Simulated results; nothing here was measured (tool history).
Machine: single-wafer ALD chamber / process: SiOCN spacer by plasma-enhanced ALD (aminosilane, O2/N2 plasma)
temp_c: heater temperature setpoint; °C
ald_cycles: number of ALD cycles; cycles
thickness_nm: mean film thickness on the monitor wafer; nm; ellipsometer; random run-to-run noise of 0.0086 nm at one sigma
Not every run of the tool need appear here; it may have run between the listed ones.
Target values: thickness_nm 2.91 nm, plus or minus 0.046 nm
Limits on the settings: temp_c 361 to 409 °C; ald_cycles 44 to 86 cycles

{"run": 1, "hour": 0.0, "temp_c": 385, "ald_cycles": 65, "thickness_nm": 3.8711}
{"run": 2, "hour": 1.5, "temp_c": 385, "ald_cycles": 69, "thickness_nm": 4.122}
{"run": 3, "hour": 10.5, "temp_c": 385, "ald_cycles": 72, "thickness_nm": 4.2998}
{"run": 4, "hour": 13.7, "temp_c": 385, "ald_cycles": 78, "thickness_nm": 4.6836}
{"run": 5, "hour": 17.3, "temp_c": 385, "ald_cycles": 84, "thickness_nm": 5.0128}
{"run": 6, "hour": 25.9, "temp_c": 385, "ald_cycles": 79, "thickness_nm": 4.7358}
{"run": 7, "hour": 30.4, "temp_c": 385, "ald_cycles": 75, "thickness_nm": 4.4824}
{"run": 8, "hour": 35.1, "temp_c": 385, "ald_cycles": 75, "thickness_nm": 4.461}
{"run": 9, "hour": 43.1, "temp_c": 385, "ald_cycles": 71, "thickness_nm": 4.2382}
{"run": 10, "hour": 50.2, "temp_c": 385, "ald_cycles": 68, "thickness_nm": 4.0682}
{"run": 11, "hour": 57.8, "temp_c": 385, "ald_cycles": 65, "thickness_nm": 3.8678}
{"run": 12, "hour": 64.9, "temp_c": 385, "ald_cycles": 63, "thickness_nm": 3.7617}
{"run": 13, "hour": 67.3, "temp_c": 385, "ald_cycles": 61, "thickness_nm": 3.6285}
{"run": 14, "hour": 70.6, "temp_c": 385, "ald_cycles": 59, "thickness_nm": 3.5298}

Consider the 5 candidate settings below. Which is the only one whose results all fall within their allowed miss of target?
{"run": "A", "hour": 73.9, "temp_c": 378, "ald_cycles": 51, "thickness_nm": "?"}
{"run": "B", "hour": 73.9, "temp_c": 389, "ald_cycles": 49, "thickness_nm": "?"}
{"run": "C", "hour": 73.9, "temp_c": 387, "ald_cycles": 47, "thickness_nm": "?"}
{"run": "D", "hour": 73.9, "temp_c": 390, "ald_cycles": 47, "thickness_nm": "?"}
{"run": "E", "hour": 73.9, "temp_c": 388, "ald_cycles": 51, "thickness_nm": "?"}

move=A thickness_nm=3.0411
move=B thickness_nm=2.9218
move=C thickness_nm=2.8025
move=D thickness_nm=2.8025
move=E thickness_nm=3.0411
A: nearer the targets than the last run, but a result is still out of spec
B: in spec on every target
C: carries the result that was furthest off beyond its target, to the other side
D: carries the result that was furthest off beyond its target, to the other side
E: nearer the targets than the last run, but a result is still out of spec
Go with B: it meets all targets.
